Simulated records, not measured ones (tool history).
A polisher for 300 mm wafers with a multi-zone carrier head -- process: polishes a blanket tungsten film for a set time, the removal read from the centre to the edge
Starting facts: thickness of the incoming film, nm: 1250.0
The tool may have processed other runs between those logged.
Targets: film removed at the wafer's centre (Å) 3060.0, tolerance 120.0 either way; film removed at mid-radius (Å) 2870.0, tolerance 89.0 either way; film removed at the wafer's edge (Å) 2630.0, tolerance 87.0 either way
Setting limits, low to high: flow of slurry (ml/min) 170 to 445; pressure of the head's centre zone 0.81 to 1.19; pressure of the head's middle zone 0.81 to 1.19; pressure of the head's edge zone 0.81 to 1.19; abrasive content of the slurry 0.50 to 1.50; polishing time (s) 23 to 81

| run | hour | flow of slurry (ml/min) | pressure of the head's centre zone | pressure of the head's middle zone | pressure of the head's edge zone | abrasive content of the slurry | polishing time (s) | film removed at the wafer's centre (Å) | film removed at mid-radius (Å) | film removed at the wafer's edge (Å) |
|---|---|---|---|---|---|---|---|---|---|---|
| 1 | 0.0 | 285 | 1.00 | 1.00 | 1.00 | 1.00 | 52 | 4425.8 | 4369.9 | 4342.6 |
| 2 | 4.9 | 290 | 1.02 | 1.00 | 0.95 | 0.85 | 47 | 4054.9 | 3851.5 | 3749.8 |
| 3 | 7.3 | 295 | 1.02 | 1.01 | 0.92 | 0.75 | 43 | 3613.0 | 3414.1 | 3294.8 |
| 4 | 8.0 | 295 | 1.02 | 1.02 | 0.89 | 0.65 | 41 | 3418.0 | 3180.1 | 3029.0 |
| 5 | 14.1 | 295 | 1.02 | 1.08 | 0.89 | 0.65 | 41 | 3372.9 | 3351.1 | 3015.2 |
| 6 | 18.8 | 290 | 1.02 | 1.07 | 0.87 | 0.60 | 40 | 3158.4 | 3162.4 | 2771.1 |
| 7 | 26.1 | 275 | 1.02 | 1.05 | 0.86 | 0.60 | 40 | 3243.0 | 3160.1 | 2747.9 |
| 8 | 33.1 | 275 | 0.98 | 0.97 | 0.87 | 0.50 | 38 | 2887.0 | 2691.0 | 2587.4 |

Consider the 4 candidate settings below. Which is the only one whose results all fall within their allowed miss of target?
| A | 40.1 | 345 | 1.01 | 0.94 | 0.82 | 0.50 | 37 | ? | ? | ? |
| B | 40.1 | 295 | 1.02 | 1.00 | 0.84 | 0.50 | 39 | ? | ? | ? |
| C | 40.1 | 305 | 0.98 | 0.98 | 0.83 | 0.50 | 36 | ? | ? | ? |
| D | 40.1 | 290 | 1.02 | 1.02 | 0.91 | 0.50 | 35 | ? | ? | ? |

| move | film removed at the wafer's centre (Å) | film removed at mid-radius (Å) | film removed at the wafer's edge (Å) |
|---|---|---|---|
| A | 2902.5 | 2593.2 | 2530.4 |
| B | 3035.1 | 2835.1 | 2662.1 |
| C | 2715.5 | 2582.4 | 2451.5 |
| D | 2718.6 | 2582.3 | 2473.1 |
A: misses by more than the last run did
B: all results land within tolerance of their targets
C: misses by more than the last run did
D: misses by more than the last run did
B is the move that brings every result within its allowed miss.
